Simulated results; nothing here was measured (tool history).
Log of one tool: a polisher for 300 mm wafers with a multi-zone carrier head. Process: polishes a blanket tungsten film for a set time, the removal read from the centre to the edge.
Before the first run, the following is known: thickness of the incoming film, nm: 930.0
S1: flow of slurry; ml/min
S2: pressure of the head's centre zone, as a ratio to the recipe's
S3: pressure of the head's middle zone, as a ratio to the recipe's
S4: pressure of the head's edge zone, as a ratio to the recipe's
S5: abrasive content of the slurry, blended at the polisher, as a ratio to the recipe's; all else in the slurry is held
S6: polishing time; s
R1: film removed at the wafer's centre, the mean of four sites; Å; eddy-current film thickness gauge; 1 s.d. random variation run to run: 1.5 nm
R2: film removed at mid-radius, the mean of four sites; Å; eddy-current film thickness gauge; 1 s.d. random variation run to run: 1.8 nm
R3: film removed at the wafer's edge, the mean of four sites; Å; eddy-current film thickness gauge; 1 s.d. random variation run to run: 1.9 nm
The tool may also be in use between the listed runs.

{"run": 1, "day": 0.0, "S1": 245, "S2": 1.0, "S3": 1.0, "S4": 1.0, "S5": 1.0, "S6": 63, "R1": 3063.3, "R2": 3054.2, "R3": 3164.6}
{"run": 2, "day": 0.192, "S1": 245, "S2": 1.0, "S3": 0.98, "S4": 0.98, "S5": 0.95, "S6": 61, "R1": 2911.9, "R2": 2934.6, "R3": 2949.9}
{"run": 3, "day": 0.467, "S1": 240, "S2": 1.0, "S3": 0.96, "S4": 0.99, "S5": 0.9, "S6": 59, "R1": 2818.1, "R2": 2744.9, "R3": 2828.3}
{"run": 4, "day": 0.696, "S1": 235, "S2": 0.99, "S3": 0.94, "S4": 0.99, "S5": 0.85, "S6": 58, "R1": 2656.2, "R2": 2631.1, "R3": 2791.3}
{"run": 5, "day": 0.917, "S1": 235, "S2": 1.0, "S3": 0.93, "S4": 0.98, "S5": 0.8, "S6": 56, "R1": 2562.6, "R2": 2498.9, "R3": 2646.3}
{"run": 6, "day": 0.946, "S1": 235, "S2": 1.0, "S3": 0.93, "S4": 0.98, "S5": 0.8, "S6": 44, "R1": 1983.3, "R2": 1941.8, "R3": 2007.8}
{"run": 7, "day": 1.267, "S1": 235, "S2": 1.0, "S3": 0.92, "S4": 0.98, "S5": 0.8, "S6": 44, "R1": 2001.3, "R2": 1931.7, "R3": 2064.0}

Run 8, settings as shown, results not yet in. Your forecast:
{"run": 8, "day": 1.392, "S1": 235, "S2": 1.0, "S3": 0.91, "S4": 0.98, "S5": 0.8, "S6": 44, "R1": "?", "R2": "?", "R3": "?"}

For run 8 the tool returned R1 2006.5 Å, R2 1928.9 Å, R3 2037.0 Å.
